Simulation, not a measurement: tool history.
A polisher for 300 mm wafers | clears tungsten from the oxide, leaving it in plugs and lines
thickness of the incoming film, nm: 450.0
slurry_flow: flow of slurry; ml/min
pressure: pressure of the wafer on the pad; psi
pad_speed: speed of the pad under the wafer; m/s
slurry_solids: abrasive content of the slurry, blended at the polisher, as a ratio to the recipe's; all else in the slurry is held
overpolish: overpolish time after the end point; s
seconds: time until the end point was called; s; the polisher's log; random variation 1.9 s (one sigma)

{"run": 1, "hour": 0.0, "slurry_flow": 250, "pressure": 4.2, "pad_speed": 0.86, "slurry_solids": 1.0, "overpolish": 12, "seconds": 94.744}
{"run": 2, "hour": 6.3, "slurry_flow": 250, "pressure": 4.2, "pad_speed": 0.86, "slurry_solids": 1.0, "overpolish": 10, "seconds": 96.392}
{"run": 3, "hour": 12.9, "slurry_flow": 250, "pressure": 3.5, "pad_speed": 0.86, "slurry_solids": 1.0, "overpolish": 10, "seconds": 112.94}
{"run": 4, "hour": 21.6, "slurry_flow": 250, "pressure": 3.5, "pad_speed": 0.86, "slurry_solids": 1.0, "overpolish": 10, "seconds": 114.0}
{"run": 5, "hour": 23.0, "slurry_flow": 250, "pressure": 3.2, "pad_speed": 0.86, "slurry_solids": 1.0, "overpolish": 10, "seconds": 127.6}
{"run": 6, "hour": 25.2, "slurry_flow": 250, "pressure": 3.1, "pad_speed": 0.86, "slurry_solids": 1.0, "overpolish": 10, "seconds": 129.13}
{"run": 7, "hour": 31.7, "slurry_flow": 250, "pressure": 2.9, "pad_speed": 0.86, "slurry_solids": 1.0, "overpolish": 10, "seconds": 137.67}
{"run": 8, "hour": 36.9, "slurry_flow": 250, "pressure": 2.8, "pad_speed": 0.86, "slurry_solids": 1.0, "overpolish": 10, "seconds": 143.43}

Run 9 comes next. What will it give?
{"run": 9, "hour": 45.6, "slurry_flow": 250, "pressure": 2.7, "pad_speed": 0.86, "slurry_solids": 1.0, "overpolish": 10, "seconds": "?"}

{"run 9": {"seconds": 146.38}}
